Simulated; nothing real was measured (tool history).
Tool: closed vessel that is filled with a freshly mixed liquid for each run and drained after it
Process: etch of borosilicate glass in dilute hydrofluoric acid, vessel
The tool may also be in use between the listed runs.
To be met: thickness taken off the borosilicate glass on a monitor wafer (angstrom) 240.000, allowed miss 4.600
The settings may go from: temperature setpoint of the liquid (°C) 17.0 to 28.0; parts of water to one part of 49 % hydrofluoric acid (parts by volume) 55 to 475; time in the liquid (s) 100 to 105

| run | hour | temperature setpoint of the liquid (°C) | parts of water to one part of 49 % hydrofluoric acid (parts by volume) | time in the liquid (s) | thickness taken off the borosilicate glass on a monitor wafer (angstrom) |
|---|---|---|---|---|---|
| 1 | 0.0 | 20.0 | 265 | 100 | 74.852 |
| 2 | 2.0 | 21.0 | 235 | 100 | 91.721 |
| 3 | 9.3 | 24.0 | 235 | 100 | 102.180 |
| 4 | 12.5 | 26.0 | 235 | 100 | 108.230 |
| 5 | 18.8 | 26.0 | 235 | 105 | 114.660 |
| 6 | 23.3 | 26.0 | 325 | 105 | 75.723 |
| 7 | 27.9 | 26.5 | 290 | 105 | 88.679 |
| 8 | 30.1 | 26.5 | 260 | 105 | 101.110 |
| 9 | 32.1 | 28.0 | 155 | 105 | 202.880 |
| 10 | 40.6 | 28.0 | 150 | 105 | 212.560 |
| 11 | 42.2 | 28.0 | 145 | 105 | 219.720 |
| 12 | 50.9 | 28.0 | 125 | 105 | 262.670 |
| 13 | 53.4 | 27.5 | 125 | 105 | 259.910 |
| 14 | 56.3 | 27.0 | 125 | 105 | 252.280 |
| 15 | 61.1 | 26.5 | 125 | 105 | 247.360 |

Which of these 5 next moves meets every target?
| A | 65.9 | 25.5 | 130 | 105 | ? |
| B | 65.9 | 27.5 | 125 | 105 | ? |
| C | 65.9 | 26.0 | 120 | 105 | ? |
| D | 65.9 | 28.0 | 130 | 100 | ? |
| E | 65.9 | 26.5 | 135 | 105 | ? |

| move | thickness taken off the borosilicate glass on a monitor wafer (angstrom) |
|---|---|
| A | 230.450 |
| B | 260.170 |
| C | 257.630 |
| D | 241.200 |
| E | 229.090 |
A: takes the result that was furthest off past its target
B: further off than the last run
C: further off than the last run
D: meets every target
E: takes the result that was furthest off past its target
The right move is D.
